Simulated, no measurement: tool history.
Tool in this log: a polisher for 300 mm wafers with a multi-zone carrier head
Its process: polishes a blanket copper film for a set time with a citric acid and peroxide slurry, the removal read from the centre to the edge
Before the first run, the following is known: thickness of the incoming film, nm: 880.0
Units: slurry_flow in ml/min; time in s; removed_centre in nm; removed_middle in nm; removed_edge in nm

Run 1, hour 0: slurry_flow 180 ml/min, centre_zone 1, middle_zone 1, edge_zone 1, slurry_solids 1, time 49 s. Result: removed_centre 95.407 nm, removed_middle 100.45 nm, removed_edge 103.16 nm.
Run 2, hour 3.8: slurry_flow 180 ml/min, centre_zone 1, middle_zone 1, edge_zone 1, slurry_solids 1, time 58 s. Result: removed_centre 112.41 nm, removed_middle 117.97 nm, removed_edge 120.46 nm.
Run 3, hour 12.2: slurry_flow 180 ml/min, centre_zone 1, middle_zone 1, edge_zone 1.06, slurry_solids 1, time 58 s. Result: removed_centre 113.42 nm, removed_middle 117.7 nm, removed_edge 126.45 nm.
Run 4, hour 20.4: slurry_flow 180 ml/min, centre_zone 1, middle_zone 1, edge_zone 1.06, slurry_solids 1.15, time 58 s. Result: removed_centre 115.34 nm, removed_middle 121.67 nm, removed_edge 127.73 nm.
Run 5, hour 29.2: slurry_flow 180 ml/min, centre_zone 1, middle_zone 0.93, edge_zone 1.06, slurry_solids 1.15, time 58 s. Result: removed_centre 115.38 nm, removed_middle 113.51 nm, removed_edge 128.14 nm.
Run 6, hour 33.7: slurry_flow 175 ml/min, centre_zone 1, middle_zone 0.92, edge_zone 1.04, slurry_solids 1.1, time 57 s. Result: removed_centre 110.86 nm, removed_middle 110.9 nm, removed_edge 124 nm.
Run 7, hour 42.2: slurry_flow 180 ml/min, centre_zone 1.01, middle_zone 0.91, edge_zone 1.03, slurry_solids 1.05, time 55 s. Result: removed_centre 109.79 nm, removed_middle 104.84 nm, removed_edge 117.79 nm.
Run 8, hour 44.8: slurry_flow 180 ml/min, centre_zone 1.01, middle_zone 0.9, edge_zone 1.02, slurry_solids 1, time 54 s. Result: removed_centre 106.56 nm, removed_middle 100.03 nm, removed_edge 115.65 nm.
Run 9, hour 47: slurry_flow 180 ml/min, centre_zone 1.01, middle_zone 0.89, edge_zone 1, slurry_solids 0.95, time 53 s. Result: removed_centre 104.86 nm, removed_middle 98.775 nm, removed_edge 112.25 nm.

Run 10 has not been measured yet. What should we expect?
Run 10, hour 55.7: slurry_flow 175 ml/min, centre_zone 1.01, middle_zone 0.88, edge_zone 0.99, slurry_solids 0.9, time 52 s. Result: removed_centre ?, removed_middle ?, removed_edge ?.

For run 10 the tool returned removed_centre 100.05 nm, removed_middle 92.868 nm, removed_edge 105.91 nm.
